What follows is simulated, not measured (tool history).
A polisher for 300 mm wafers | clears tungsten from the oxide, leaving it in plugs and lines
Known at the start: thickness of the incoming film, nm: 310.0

run  hour  flow of slurry (ml/min)  pressure of the wafer on the pad (psi)  speed of the pad under the wafer (cm/s)  abrasive content of the slurry  overpolish time after the end point (s)  time until the end point was called (s)
  1   0.0                      170                                     3.0                                      140                            1.00                                        8                                   57.166
  2   1.9                      170                                     3.3                                      140                            1.00                                        8                                   52.888
  3   6.2                      170                                     3.3                                      140                            1.15                                        8                                   52.433
  4  12.9                      170                                     3.3                                      140                            1.25                                        8                                   50.143
  5  13.7                      170                                     3.1                                      140                            1.25                                        8                                   54.589
  6  16.3                      170                                     3.0                                      140                            1.25                                        8                                   54.809
  7  23.2                      170                                     2.9                                      140                            1.25                                        8                                   58.187
  8  25.0                      170                                     2.8                                      140                            1.25                                        8                                   58.902

Run 9 comes next. What will it give?
  9  27.0                      170                                     2.7                                      140                            1.25                                        8                                        ?

Run 9 gave time until the end point was called (s) 60.551.
